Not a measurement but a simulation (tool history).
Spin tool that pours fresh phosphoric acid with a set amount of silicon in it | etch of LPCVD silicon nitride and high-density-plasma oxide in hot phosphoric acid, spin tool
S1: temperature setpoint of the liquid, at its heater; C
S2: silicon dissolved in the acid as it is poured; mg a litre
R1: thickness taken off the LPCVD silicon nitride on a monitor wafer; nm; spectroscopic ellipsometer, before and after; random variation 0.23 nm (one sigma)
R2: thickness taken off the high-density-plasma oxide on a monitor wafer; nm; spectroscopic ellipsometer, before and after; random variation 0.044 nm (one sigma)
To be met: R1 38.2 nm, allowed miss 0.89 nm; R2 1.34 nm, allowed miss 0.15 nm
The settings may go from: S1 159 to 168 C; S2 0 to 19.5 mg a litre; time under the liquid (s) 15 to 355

run 1 hour=0 | S1=164 S2=8.5 time_under_the_liquid_(s)=180 | R1=18.72 R2=0.69777
run 2 hour=3.1 | S1=164.5 S2=10 time_under_the_liquid_(s)=200 | R1=21.331 R2=0.76573
run 3 hour=6.5 | S1=164.5 S2=10 time_under_the_liquid_(s)=235 | R1=25.227 R2=0.85636
run 4 hour=7.7 | S1=165 S2=10 time_under_the_liquid_(s)=245 | R1=26.67 R2=1.0109
run 5 hour=11.6 | S1=163 S2=10 time_under_the_liquid_(s)=245 | R1=24.77 R2=0.8475
run 6 hour=17.3 | S1=163 S2=14.5 time_under_the_liquid_(s)=245 | R1=25.038 R2=0.76592
run 7 hour=18 | S1=164 S2=14.5 time_under_the_liquid_(s)=255 | R1=26.599 R2=0.90328
run 8 hour=18.6 | S1=164 S2=14 time_under_the_liquid_(s)=270 | R1=28.291 R2=0.91061
run 9 hour=20.4 | S1=166.5 S2=15 time_under_the_liquid_(s)=315 | R1=36.286 R2=1.3066
run 10 hour=26.2 | S1=166 S2=15 time_under_the_liquid_(s)=320 | R1=35.755 R2=1.1899
-- hour=31 dissolved silicon flow meter replaced
run 11 hour=31 | S1=166 S2=15 time_under_the_liquid_(s)=320 | R1=35.953 R2=1.2048
run 12 hour=35.7 | S1=166 S2=14.5 time_under_the_liquid_(s)=320 | R1=36.27 R2=1.2927
run 13 hour=39.5 | S1=166 S2=15 time_under_the_liquid_(s)=330 | R1=36.875 R2=1.3706
run 14 hour=46.3 | S1=166 S2=15.5 time_under_the_liquid_(s)=330 | R1=37.052 R2=1.2198

Which of these 4 next moves meets every target?
run A hour=53.1 | S1=166.5 S2=14.5 time_under_the_liquid_(s)=325 | R1=? R2=?
run B hour=53.1 | S1=165.5 S2=19.5 time_under_the_liquid_(s)=325 | R1=? R2=?
run C hour=53.1 | S1=165.5 S2=14 time_under_the_liquid_(s)=345 | R1=? R2=?
run D hour=53.1 | S1=164.5 S2=19.5 time_under_the_liquid_(s)=355 | R1=? R2=?

move=A R1=36.976 R2=1.3447
move=B R1=35.787 R2=1.0967
move=C R1=37.99 R2=1.3446
move=D R1=37.828 R2=1.1143
A: further off than the last run
B: further off than the last run
C: meets every target
D: brings the result that was furthest off to its target, and leaves another outside
Move C is the one to make.

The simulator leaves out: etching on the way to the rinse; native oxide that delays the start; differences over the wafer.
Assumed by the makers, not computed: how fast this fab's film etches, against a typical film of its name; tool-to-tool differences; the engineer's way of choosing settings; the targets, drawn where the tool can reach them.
